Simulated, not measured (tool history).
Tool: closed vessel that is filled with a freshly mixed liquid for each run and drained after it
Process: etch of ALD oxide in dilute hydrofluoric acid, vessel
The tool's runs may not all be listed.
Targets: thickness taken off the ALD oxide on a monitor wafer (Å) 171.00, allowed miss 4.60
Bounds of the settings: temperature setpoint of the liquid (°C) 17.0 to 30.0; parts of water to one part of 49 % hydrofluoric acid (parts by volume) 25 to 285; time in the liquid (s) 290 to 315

run	day	temperature setpoint of the liquid (°C)	parts of water to one part of 49 % hydrofluoric acid (parts by volume)	time in the liquid (s)	thickness taken off the ALD oxide on a monitor wafer (Å)
1	0.000	22.0	155	290	350.24
2	0.033	22.0	205	290	252.72
3	0.121	21.0	210	290	236.86
4	0.175	20.5	215	290	224.56
5	0.246	20.5	215	315	244.61
6	0.408	20.0	220	315	234.12
7	0.483	19.5	225	315	222.89
8	0.654	19.0	230	315	212.45
9	0.900	18.5	235	315	203.85
10	1.025	18.0	240	315	193.81
11	1.288	18.0	245	315	187.87
12	1.558	17.5	250	315	180.81
# day 1.871: hydrofluoric acid flow meter replaced
13	1.871	17.0	255	315	158.86
14	2.088	17.5	255	315	162.48
15	2.362	18.0	255	315	166.59
16	2.567	18.0	255	315	165.17

4 next moves are on the table. One of them brings every result within its allowed miss. Which?
A	2.771	17.0	265	315	?
B	2.771	17.0	255	295	?
C	2.771	20.0	250	290	?
D	2.771	20.5	275	300	?

move	thickness taken off the ALD oxide on a monitor wafer (Å)
A	152.36
B	149.57
C	168.91
D	158.12
A: further off than the last run
B: further off than the last run
C: meets every target
D: further off than the last run
The right move is C.

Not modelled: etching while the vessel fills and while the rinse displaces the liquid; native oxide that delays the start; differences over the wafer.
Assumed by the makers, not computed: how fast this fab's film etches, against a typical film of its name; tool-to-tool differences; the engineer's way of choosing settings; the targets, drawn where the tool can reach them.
